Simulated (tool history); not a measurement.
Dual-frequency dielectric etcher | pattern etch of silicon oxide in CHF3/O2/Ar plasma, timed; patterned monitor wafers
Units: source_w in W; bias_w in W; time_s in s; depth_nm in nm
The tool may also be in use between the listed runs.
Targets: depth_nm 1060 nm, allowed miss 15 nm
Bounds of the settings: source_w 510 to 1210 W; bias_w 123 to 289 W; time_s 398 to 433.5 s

run	hour	source_w	bias_w	time_s	depth_nm
1	0	860	206	433.5	1129.5
2	8.6	840	205	433.5	1114.5
3	9.5	840	205	433.5	1119.1
4	16.1	820	205	433.5	1108.2
5	19.3	820	232	433.5	1154.7
6	22.6	930	232	433.5	1197.1
7	24	880	230	433.5	1169.6
8	32.8	840	228	433.5	1157.8
9	35.2	800	227	433.5	1139.7
10	38.7	770	226	433.5	1118.5
11	42.3	750	225	433.5	1113.3

4 next moves are on the table. One of them brings every result within its allowed miss. Which?
A	45.9	760	224	424	?
B	45.9	800	219	398	?
C	45.9	860	265	409	?
D	45.9	820	229	398	?

move	depth_nm
A	1085
B	1026.9
C	1143.5
D	1048.5
A: nearer than the last run, and not there yet
B: takes the result that was furthest off past its target
C: further off than the last run
D: meets every target
Move D is the one to make.
